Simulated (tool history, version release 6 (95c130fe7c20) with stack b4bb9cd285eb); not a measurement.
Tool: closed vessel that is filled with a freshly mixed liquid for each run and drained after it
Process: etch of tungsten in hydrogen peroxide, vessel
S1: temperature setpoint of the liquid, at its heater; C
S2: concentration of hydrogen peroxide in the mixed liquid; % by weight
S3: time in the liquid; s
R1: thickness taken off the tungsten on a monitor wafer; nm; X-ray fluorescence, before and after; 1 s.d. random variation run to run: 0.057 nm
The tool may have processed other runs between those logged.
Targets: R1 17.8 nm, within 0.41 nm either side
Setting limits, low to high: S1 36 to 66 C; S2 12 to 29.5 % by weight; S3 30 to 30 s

{"run": 1, "hour": 0.0, "S1": 52, "S2": 20, "S3": 30, "R1": 33.184}
{"run": 2, "hour": 2.6, "S1": 50, "S2": 20, "S3": 30, "R1": 29.4}
{"run": 3, "hour": 7.2, "S1": 55.5, "S2": 20, "S3": 30, "R1": 40.916}
{"run": 4, "hour": 14.7, "S1": 58, "S2": 20, "S3": 30, "R1": 47.302}
{"run": 5, "hour": 20.6, "S1": 61, "S2": 20, "S3": 30, "R1": 56.432}
{"run": 6, "hour": 23.0, "S1": 55, "S2": 20, "S3": 30, "R1": 39.642}
{"run": 7, "hour": 31.5, "S1": 52.5, "S2": 20, "S3": 30, "R1": 34.246}
{"run": 8, "hour": 35.8, "S1": 50.5, "S2": 20, "S3": 30, "R1": 30.283}
{"run": 9, "hour": 43.3, "S1": 49, "S2": 20, "S3": 30, "R1": 27.827}
{"run": 10, "hour": 44.2, "S1": 47.5, "S2": 20, "S3": 30, "R1": 25.312}
{"run": 11, "hour": 53.3, "S1": 46.5, "S2": 20, "S3": 30, "R1": 23.707}
{"run": 12, "hour": 61.0, "S1": 41, "S2": 20, "S3": 30, "R1": 16.691}

5 candidate next runs follow, results not yet known. Just one meets every target within its allowed miss. Identify it.
{"run": "A", "hour": 68.7, "S1": 44, "S2": 15.5, "S3": 30, "R1": "?"}
{"run": "B", "hour": 68.7, "S1": 43.5, "S2": 18.5, "S3": 30, "R1": "?"}
{"run": "C", "hour": 68.7, "S1": 42.5, "S2": 21.5, "S3": 30, "R1": "?"}
{"run": "D", "hour": 68.7, "S1": 41.5, "S2": 23, "S3": 30, "R1": "?"}
{"run": "E", "hour": 68.7, "S1": 41.5, "S2": 19.5, "S3": 30, "R1": "?"}

move=A R1=17.816
move=B R1=18.856
move=C R1=19.07
move=D R1=18.496
move=E R1=17.031
A: each result inside its tolerance
B: carries the result that was furthest off beyond its target, to the other side
C: carries the result that was furthest off beyond its target, to the other side
D: carries the result that was furthest off beyond its target, to the other side
E: gains on the last run, yet a result remains outside its allowed miss
A is the move that brings every result within its allowed miss.
